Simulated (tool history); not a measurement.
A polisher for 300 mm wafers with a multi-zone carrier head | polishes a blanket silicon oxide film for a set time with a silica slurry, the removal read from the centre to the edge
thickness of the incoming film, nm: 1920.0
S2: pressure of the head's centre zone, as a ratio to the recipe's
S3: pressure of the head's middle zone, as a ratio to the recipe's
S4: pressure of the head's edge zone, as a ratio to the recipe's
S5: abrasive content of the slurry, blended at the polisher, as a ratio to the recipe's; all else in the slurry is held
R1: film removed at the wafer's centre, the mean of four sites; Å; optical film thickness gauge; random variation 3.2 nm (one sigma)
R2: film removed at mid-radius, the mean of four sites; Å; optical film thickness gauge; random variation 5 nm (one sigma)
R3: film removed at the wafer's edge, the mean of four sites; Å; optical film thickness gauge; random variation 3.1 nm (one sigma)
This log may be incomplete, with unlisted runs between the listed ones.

Run 1, hour 0: flow of slurry (ml/min) 310, S2 1, S3 1, S4 1, S5 1, polishing time (s) 82. Result: R1 2800.4 Å, R2 2771.6 Å, R3 2782.4 Å.
Run 2, hour 1.8: flow of slurry (ml/min) 310, S2 0.92, S3 1, S4 1, S5 1, polishing time (s) 82. Result: R1 2583.7 Å, R2 2733.3 Å, R3 2744.4 Å.
Run 3, hour 3: flow of slurry (ml/min) 315, S2 0.96, S3 0.99, S4 1.03, S5 1.1, polishing time (s) 82. Result: R1 2825.7 Å, R2 2859.8 Å, R3 2931 Å.
Run 4, hour 11.9: flow of slurry (ml/min) 315, S2 0.96, S3 1.05, S4 1.03, S5 1.1, polishing time (s) 82. Result: R1 2834.8 Å, R2 3044.1 Å, R3 2902.8 Å.
Run 5, hour 18.6: flow of slurry (ml/min) 320, S2 0.98, S3 1.03, S4 1.05, S5 1.15, polishing time (s) 83. Result: R1 2934.5 Å, R2 3049.9 Å, R3 2988.1 Å.
Run 6, hour 24.1: flow of slurry (ml/min) 320, S2 1, S3 1.01, S4 1.06, S5 1.2, polishing time (s) 85. Result: R1 3152.7 Å, R2 3146.3 Å, R3 3219.1 Å.
Run 7, hour 28.6: flow of slurry (ml/min) 320, S2 1.03, S3 1.01, S4 1.07, S5 1.25, polishing time (s) 85. Result: R1 3306 Å, R2 3136.8 Å, R3 3279.2 Å.
Run 8, hour 30.6: flow of slurry (ml/min) 325, S2 1.04, S3 1.01, S4 1.08, S5 1.3, polishing time (s) 86. Result: R1 3415.9 Å, R2 3258.9 Å, R3 3397.5 Å.

Expected results for the next run?
Run 9, hour 36.2: flow of slurry (ml/min) 345, S2 1.14, S3 0.95, S4 1.18, S5 1.5, polishing time (s) 90. Result: R1 ?, R2 ?, R3 ?.

Run 9 produced R1 4147.2 Å, R2 3566.5 Å, R3 3898.9 Å.
